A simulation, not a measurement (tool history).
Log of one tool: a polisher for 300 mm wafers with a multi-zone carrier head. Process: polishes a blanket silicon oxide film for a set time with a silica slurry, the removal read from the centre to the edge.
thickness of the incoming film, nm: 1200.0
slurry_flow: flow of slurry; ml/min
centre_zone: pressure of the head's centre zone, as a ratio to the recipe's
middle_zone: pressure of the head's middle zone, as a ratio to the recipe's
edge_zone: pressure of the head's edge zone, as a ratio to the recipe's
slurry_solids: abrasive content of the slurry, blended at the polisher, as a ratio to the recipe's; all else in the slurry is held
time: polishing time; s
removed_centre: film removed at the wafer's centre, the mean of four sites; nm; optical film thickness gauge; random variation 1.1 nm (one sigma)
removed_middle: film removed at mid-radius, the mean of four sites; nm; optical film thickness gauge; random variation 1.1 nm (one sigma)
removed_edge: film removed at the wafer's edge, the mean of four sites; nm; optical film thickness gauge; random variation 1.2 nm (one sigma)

| run | hour | slurry_flow | centre_zone | middle_zone | edge_zone | slurry_solids | time | removed_centre | removed_middle | removed_edge |
|---|---|---|---|---|---|---|---|---|---|---|
| 1 | 0.0 | 140 | 1.00 | 1.00 | 1.00 | 1.00 | 30 | 135.670 | 135.71 | 135.770 |
| 2 | 1.8 | 140 | 1.05 | 1.00 | 1.00 | 1.00 | 30 | 139.590 | 137.24 | 136.980 |
| 3 | 9.5 | 130 | 1.00 | 1.02 | 0.96 | 0.90 | 30 | 130.290 | 134.18 | 128.240 |
| 4 | 13.0 | 125 | 0.96 | 1.02 | 0.94 | 0.75 | 30 | 116.240 | 124.85 | 118.510 |
| 5 | 14.5 | 125 | 0.88 | 1.02 | 0.94 | 0.75 | 30 | 105.880 | 125.82 | 119.460 |
| 6 | 19.2 | 120 | 0.89 | 1.02 | 0.91 | 0.70 | 30 | 106.860 | 121.25 | 116.350 |
| 7 | 21.3 | 120 | 0.88 | 1.10 | 0.82 | 0.50 | 29 | 92.975 | 116.42 | 97.712 |

The next listed run, before its measurement:
| 8 | 24.8 | 125 | 0.89 | 1.08 | 0.83 | 0.50 | 29 | ? | ? | ? |

Run 8 gave removed_centre 93.744 nm, removed_middle 115.21 nm, removed_edge 102.180 nm.
